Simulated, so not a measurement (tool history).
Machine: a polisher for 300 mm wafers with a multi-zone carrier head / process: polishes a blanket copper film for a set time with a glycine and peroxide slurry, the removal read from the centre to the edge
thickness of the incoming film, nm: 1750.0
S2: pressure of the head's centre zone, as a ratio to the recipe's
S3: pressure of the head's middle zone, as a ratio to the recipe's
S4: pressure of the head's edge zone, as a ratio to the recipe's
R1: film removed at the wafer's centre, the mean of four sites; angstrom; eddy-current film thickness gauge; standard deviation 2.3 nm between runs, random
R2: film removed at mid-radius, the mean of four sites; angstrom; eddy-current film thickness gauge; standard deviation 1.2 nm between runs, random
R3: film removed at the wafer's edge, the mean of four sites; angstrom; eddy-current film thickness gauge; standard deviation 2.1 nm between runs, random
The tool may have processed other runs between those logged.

run 1 hour=0.0 | flow_of_slurry_(ml/min)=210 S2=1.00 S3=1.00 S4=1.00 polishing_time_(s)=34 | R1=1689.4 R2=1637.5 R3=1674.3
run 2 hour=8.3 | flow_of_slurry_(ml/min)=210 S2=1.00 S3=1.00 S4=1.04 polishing_time_(s)=34 | R1=1683.8 R2=1674.9 R3=1642.6
run 3 hour=12.0 | flow_of_slurry_(ml/min)=210 S2=0.94 S3=1.00 S4=1.04 polishing_time_(s)=34 | R1=1593.0 R2=1654.1 R3=1675.4
run 4 hour=16.2 | flow_of_slurry_(ml/min)=210 S2=0.94 S3=1.00 S4=1.04 polishing_time_(s)=25 | R1=1177.9 R2=1214.1 R3=1257.5
run 5 hour=21.4 | flow_of_slurry_(ml/min)=215 S2=0.96 S3=1.00 S4=1.05 polishing_time_(s)=27 | R1=1277.3 R2=1309.5 R3=1342.1
run 6 hour=26.6 | flow_of_slurry_(ml/min)=185 S2=0.96 S3=1.00 S4=1.05 polishing_time_(s)=27 | R1=1249.7 R2=1285.8 R3=1329.2
run 7 hour=28.2 | flow_of_slurry_(ml/min)=190 S2=0.98 S3=1.00 S4=1.05 polishing_time_(s)=29 | R1=1396.4 R2=1374.8 R3=1438.2

Run 8 comes next. What will it give?
run 8 hour=33.4 | flow_of_slurry_(ml/min)=180 S2=1.00 S3=1.02 S4=1.06 polishing_time_(s)=30 | R1=? R2=? R3=?

Run 8 gave R1 1442.5 angstrom, R2 1452.5 angstrom, R3 1458.6 angstrom.

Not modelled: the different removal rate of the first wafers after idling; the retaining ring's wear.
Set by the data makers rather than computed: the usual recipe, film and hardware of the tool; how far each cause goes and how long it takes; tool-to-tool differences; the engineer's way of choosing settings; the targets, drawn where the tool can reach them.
